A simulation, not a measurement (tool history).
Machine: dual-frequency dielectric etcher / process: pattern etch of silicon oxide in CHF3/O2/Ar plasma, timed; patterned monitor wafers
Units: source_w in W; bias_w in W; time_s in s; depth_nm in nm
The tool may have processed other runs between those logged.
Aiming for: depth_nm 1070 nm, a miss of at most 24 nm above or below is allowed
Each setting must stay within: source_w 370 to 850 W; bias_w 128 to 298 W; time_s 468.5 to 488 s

Run 1, hour 0: source_w 610 W, bias_w 213 W, time_s 468.5 s. Result: depth_nm 936.48 nm.
Run 2, hour 8.8: source_w 640 W, bias_w 216 W, time_s 469 s. Result: depth_nm 954.69 nm.
Run 3, hour 12.9: source_w 670 W, bias_w 219 W, time_s 469.5 s. Result: depth_nm 976.32 nm.
Run 4, hour 19.7: source_w 670 W, bias_w 206 W, time_s 469.5 s. Result: depth_nm 961.57 nm.
Run 5, hour 23.7: source_w 670 W, bias_w 206 W, time_s 488 s. Result: depth_nm 979.04 nm.
Run 6, hour 24.9: source_w 690 W, bias_w 209 W, time_s 488 s. Result: depth_nm 1016.1 nm.
Run 7, hour 29.5: source_w 700 W, bias_w 210 W, time_s 488 s. Result: depth_nm 1015.3 nm.
Run 8, hour 35.5: source_w 710 W, bias_w 212 W, time_s 488 s. Result: depth_nm 1027.8 nm.
Run 9, hour 38.6: source_w 720 W, bias_w 213 W, time_s 488 s. Result: depth_nm 1029.5 nm.
Run 10, hour 41.5: source_w 730 W, bias_w 215 W, time_s 488 s. Result: depth_nm 1052.1 nm.

Below are 5 possible settings for the next run. Only one of them brings all results inside the allowed miss of their targets. Which is it?
Run A, hour 44.4: source_w 710 W, bias_w 218 W, time_s 480.5 s. Result: depth_nm ?.
Run B, hour 44.4: source_w 690 W, bias_w 211 W, time_s 483 s. Result: depth_nm ?.
Run C, hour 44.4: source_w 820 W, bias_w 231 W, time_s 468.5 s. Result: depth_nm ?.
Run D, hour 44.4: source_w 690 W, bias_w 215 W, time_s 488 s. Result: depth_nm ?.
Run E, hour 44.4: source_w 800 W, bias_w 214 W, time_s 471 s. Result: depth_nm ?.

move  depth_nm
   A      1024
   B    1006.5
   C    1073.3
   D    1024.3
   E      1039
A: further off than the last run
B: further off than the last run
C: meets every target
D: further off than the last run
E: further off than the last run
So the answer is move C, the one that meets all the targets.
